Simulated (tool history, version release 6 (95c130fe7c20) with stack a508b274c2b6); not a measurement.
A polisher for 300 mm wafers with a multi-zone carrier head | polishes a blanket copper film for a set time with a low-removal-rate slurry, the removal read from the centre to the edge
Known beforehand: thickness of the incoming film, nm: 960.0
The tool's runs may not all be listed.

run	day	flow of slurry (ml/min)	pressure of the head's centre zone	pressure of the head's middle zone	pressure of the head's edge zone	abrasive content of the slurry	polishing time (s)	film removed at the wafer's centre (nm)	film removed at mid-radius (nm)	film removed at the wafer's edge (nm)
1	0	175	1	1	1	1	76	197.63	203.28	205.31
2	0.346	175	1	1	1	0.9	76	194.38	197.82	198.02
3	0.579	175	1	1	1	0.9	93	235.57	244.73	242.57
4	0.838	175	1	1	1	1	93	241.55	247.71	252.59
5	0.933	175	1	1	0.99	1	93	243.72	248.51	249.82
6	1.004	175	1	1	0.99	1	79	205.53	207.89	211.02

Run 7 has not been measured yet. What should we expect?
7	1.35	180	1.01	1.01	1	1	79	?	?	?

film removed at the wafer's centre (nm): 213.1
film removed at mid-radius (nm): 212.47
film removed at the wafer's edge (nm): 216.25
